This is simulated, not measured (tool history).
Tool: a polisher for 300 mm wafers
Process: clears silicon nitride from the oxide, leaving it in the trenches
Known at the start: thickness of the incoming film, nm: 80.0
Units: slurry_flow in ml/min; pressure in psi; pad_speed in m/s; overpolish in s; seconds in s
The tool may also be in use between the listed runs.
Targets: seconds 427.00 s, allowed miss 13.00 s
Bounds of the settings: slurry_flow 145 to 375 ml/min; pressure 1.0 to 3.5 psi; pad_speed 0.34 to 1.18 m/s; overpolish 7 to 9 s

run 1 hour=0.0 | slurry_flow=240 pressure=2.2 pad_speed=0.76 overpolish=9 | seconds=179.23
run 2 hour=0.7 | slurry_flow=240 pressure=2.0 pad_speed=0.72 overpolish=9 | seconds=206.30
run 3 hour=4.0 | slurry_flow=240 pressure=1.8 pad_speed=0.68 overpolish=9 | seconds=239.00
run 4 hour=6.4 | slurry_flow=240 pressure=1.7 pad_speed=0.66 overpolish=9 | seconds=258.13
run 5 hour=7.5 | slurry_flow=240 pressure=1.6 pad_speed=0.64 overpolish=9 | seconds=281.80
run 6 hour=14.8 | slurry_flow=240 pressure=1.5 pad_speed=0.62 overpolish=9 | seconds=309.17
run 7 hour=17.4 | slurry_flow=240 pressure=1.4 pad_speed=0.62 overpolish=9 | seconds=331.42
run 8 hour=18.2 | slurry_flow=240 pressure=1.3 pad_speed=0.62 overpolish=9 | seconds=353.20

Which of these 5 next moves meets every target?
run A hour=19.0 | slurry_flow=225 pressure=1.4 pad_speed=0.52 overpolish=7 | seconds=?
run B hour=19.0 | slurry_flow=260 pressure=1.2 pad_speed=0.52 overpolish=9 | seconds=?
run C hour=19.0 | slurry_flow=235 pressure=1.0 pad_speed=0.60 overpolish=9 | seconds=?
run D hour=19.0 | slurry_flow=235 pressure=1.2 pad_speed=0.56 overpolish=9 | seconds=?
run E hour=19.0 | slurry_flow=245 pressure=1.3 pad_speed=0.54 overpolish=7 | seconds=?

move=A seconds=390.39
move=B seconds=446.22
move=C seconds=465.90
move=D seconds=419.32
move=E seconds=400.97
A: nearer than the last run, and not there yet
B: takes the result that was furthest off past its target
C: takes the result that was furthest off past its target
D: meets every target
E: nearer than the last run, and not there yet
The right move is D.
